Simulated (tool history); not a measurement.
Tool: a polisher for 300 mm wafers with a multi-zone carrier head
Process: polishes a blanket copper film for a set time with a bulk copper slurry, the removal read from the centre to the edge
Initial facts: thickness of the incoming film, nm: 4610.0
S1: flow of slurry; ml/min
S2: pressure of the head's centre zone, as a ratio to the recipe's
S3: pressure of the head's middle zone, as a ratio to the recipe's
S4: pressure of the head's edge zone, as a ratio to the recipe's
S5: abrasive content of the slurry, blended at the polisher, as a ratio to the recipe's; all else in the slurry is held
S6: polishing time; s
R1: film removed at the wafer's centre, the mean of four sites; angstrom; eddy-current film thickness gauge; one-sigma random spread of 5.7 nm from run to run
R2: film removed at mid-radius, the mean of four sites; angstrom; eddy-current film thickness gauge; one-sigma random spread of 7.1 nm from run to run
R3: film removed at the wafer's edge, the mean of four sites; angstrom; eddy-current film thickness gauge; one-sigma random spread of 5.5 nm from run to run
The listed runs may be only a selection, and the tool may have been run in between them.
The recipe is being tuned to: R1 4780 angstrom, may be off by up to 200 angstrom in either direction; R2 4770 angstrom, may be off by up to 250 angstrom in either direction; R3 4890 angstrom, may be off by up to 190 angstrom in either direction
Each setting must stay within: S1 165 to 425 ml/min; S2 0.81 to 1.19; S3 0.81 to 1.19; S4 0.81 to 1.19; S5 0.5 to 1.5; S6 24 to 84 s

run	hour	S1	S2	S3	S4	S5	S6	R1	R2	R3
1	0	275	1	1	1	1	54	5975.3	5887.2	5814.5
2	2.1	240	1	1	1	1	54	5832.5	5740.3	5703.5
3	4.4	240	1	1	1.07	1	54	5803.5	5835.9	5897.5
4	8.9	235	0.99	0.99	1.05	0.9	54	5619.6	5626	5803.6
5	13.9	235	0.99	0.99	1.03	0.85	53	5554.6	5649.6	5563.7
6	21	230	0.98	0.97	1.02	0.8	52	5209	5173.3	5398.2
7	24.9	230	0.98	0.97	1	0.75	52	5210.4	5070.7	5292.8
8	27.9	230	0.98	0.97	1	0.75	52	5123.6	5085.9	5264.7
9	28.5	230	0.98	0.97	0.99	0.75	52	5102.8	5284.3	5191.4
10	29.4	230	0.98	0.96	0.98	0.75	52	5182.8	5168.2	5089.5
# hour 35.1: worn pad replaced by a new one
11	35.1	225	0.97	0.95	0.98	0.75	52	5786.7	5811.6	5681.2
12	37.1	235	0.98	0.96	0.98	0.75	52	5732.4	5789.9	5893.9
13	44.9	235	0.98	0.96	0.98	0.75	52	5778.6	5631.7	5810.5
14	52.2	225	0.99	0.97	0.99	0.75	52	5669.2	5700.1	5726.2
15	53.7	245	0.98	0.98	0.99	0.75	52	5897.3	5925.4	5942.1
16	61.6	230	0.98	0.98	0.99	0.75	52	5776.6	5667.8	5785.7
17	66.4	230	0.99	0.96	0.99	0.75	52	5637.5	5605.3	5767.8

4 candidate next runs follow, results not yet known. Just one meets every target within its allowed miss. Identify it.
A	71.2	215	0.97	0.95	1.15	0.55	47	?	?	?
B	71.2	270	0.95	0.92	0.95	0.75	45	?	?	?
C	71.2	305	1.04	0.91	1.09	0.55	47	?	?	?
D	71.2	250	1.09	0.81	1.13	0.75	43	?	?	?

move	R1	R2	R3
A	4916.4	4761.8	5211.3
B	4954.1	4764.5	4861
C	5421.8	4709.4	5173
D	5399.8	4072.8	5038.3
A: moves toward the targets from the last run without getting all of them in spec
B: all results land within tolerance of their targets
C: moves toward the targets from the last run without getting all of them in spec
D: brings the last run's worst result on target, with another outside its allowed miss
B meets every target.

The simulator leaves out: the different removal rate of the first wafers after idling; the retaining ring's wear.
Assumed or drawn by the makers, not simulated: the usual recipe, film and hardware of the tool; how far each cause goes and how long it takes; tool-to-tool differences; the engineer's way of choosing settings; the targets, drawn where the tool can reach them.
